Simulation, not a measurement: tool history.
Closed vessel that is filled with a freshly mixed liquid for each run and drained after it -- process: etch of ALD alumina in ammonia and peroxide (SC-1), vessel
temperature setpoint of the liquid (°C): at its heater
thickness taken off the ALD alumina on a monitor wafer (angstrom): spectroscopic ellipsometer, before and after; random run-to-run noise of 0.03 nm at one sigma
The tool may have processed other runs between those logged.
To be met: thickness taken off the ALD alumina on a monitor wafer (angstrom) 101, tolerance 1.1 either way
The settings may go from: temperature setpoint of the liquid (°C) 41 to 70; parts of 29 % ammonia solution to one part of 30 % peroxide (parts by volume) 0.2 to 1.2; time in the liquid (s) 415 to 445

run    day  temperature setpoint of the liquid (°C)  parts of 29 % ammonia solution to one part of 30 % peroxide (parts by volume)  time in the liquid (s)  thickness taken off the ALD alumina on a monitor wafer (angstrom)
  1      0                                       57                                                                              1                     415                                                             187.41
  2  0.142                                       57                                                                              1                     445                                                             202.05
  3  0.346                                       53                                                                              1                     445                                                             162.52
  4   0.55                                     50.5                                                                              1                     445                                                             142.15
  5  0.862                                     48.5                                                                              1                     445                                                              126.9
  6  0.942                                     48.5                                                                              1                     415                                                             118.28
  7  1.154                                     47.5                                                                              1                     415                                                             112.69
  8  1.454                                       47                                                                              1                     415                                                             108.69
  9  1.658                                     46.5                                                                              1                     415                                                             106.65
 10  1.908                                       46                                                                              1                     415                                                              103.2

5 candidate next runs follow, results not yet known. Just one meets every target within its allowed miss. Identify it.
  A  2.158                                     44.5                                                                            1.2                     445                                                                  ?
  B  2.158                                     45.5                                                                            1.1                     415                                                                  ?
  C  2.158                                     46.5                                                                            1.2                     415                                                                  ?
  D  2.158                                       45                                                                           0.55                     445                                                                  ?
  E  2.158                                       46                                                                            1.2                     415                                                                  ?

move  thickness taken off the ALD alumina on a monitor wafer (angstrom)
   A                                                             103.81
   B                                                             101.63
   C                                                             108.44
   D                                                             99.134
   E                                                             105.42
A: moves away from the targets compared with the last run
B: meets every target
C: moves away from the targets compared with the last run
D: takes the result that was furthest off past its target
E: moves away from the targets compared with the last run
So the answer is move B, the one that meets all the targets.
